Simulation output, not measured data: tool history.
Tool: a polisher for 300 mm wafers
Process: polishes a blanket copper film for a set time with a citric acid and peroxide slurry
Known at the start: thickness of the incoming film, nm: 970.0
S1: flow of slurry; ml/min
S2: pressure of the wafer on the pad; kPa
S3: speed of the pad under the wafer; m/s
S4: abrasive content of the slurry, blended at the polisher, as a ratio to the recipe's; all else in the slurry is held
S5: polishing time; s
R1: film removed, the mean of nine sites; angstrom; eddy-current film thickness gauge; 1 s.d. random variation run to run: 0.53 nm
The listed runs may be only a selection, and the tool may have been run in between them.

Run 1, day 0: S1 195 ml/min, S2 26.9 kPa, S3 0.82 m/s, S4 1, S5 77 s. Result: R1 1478.8 angstrom.
Run 2, day 0.304: S1 195 ml/min, S2 20.7 kPa, S3 0.82 m/s, S4 1, S5 77 s. Result: R1 1135 angstrom.
Run 3, day 0.654: S1 190 ml/min, S2 18.6 kPa, S3 0.76 m/s, S4 1, S5 77 s. Result: R1 948.31 angstrom.
Run 4, day 0.696: S1 190 ml/min, S2 18.6 kPa, S3 0.76 m/s, S4 1, S5 77 s. Result: R1 957.29 angstrom.
Run 5, day 0.938: S1 140 ml/min, S2 18.6 kPa, S3 0.76 m/s, S4 1, S5 77 s. Result: R1 898.07 angstrom.
Run 6, day 1.125: S1 140 ml/min, S2 18.6 kPa, S3 0.86 m/s, S4 1, S5 77 s. Result: R1 1016.1 angstrom.

What will run 7 give?
Run 7, day 1.262: S1 135 ml/min, S2 17.2 kPa, S3 0.82 m/s, S4 1, S5 77 s. Result: R1 ?.

{"run 7": {"R1": 895.16}}
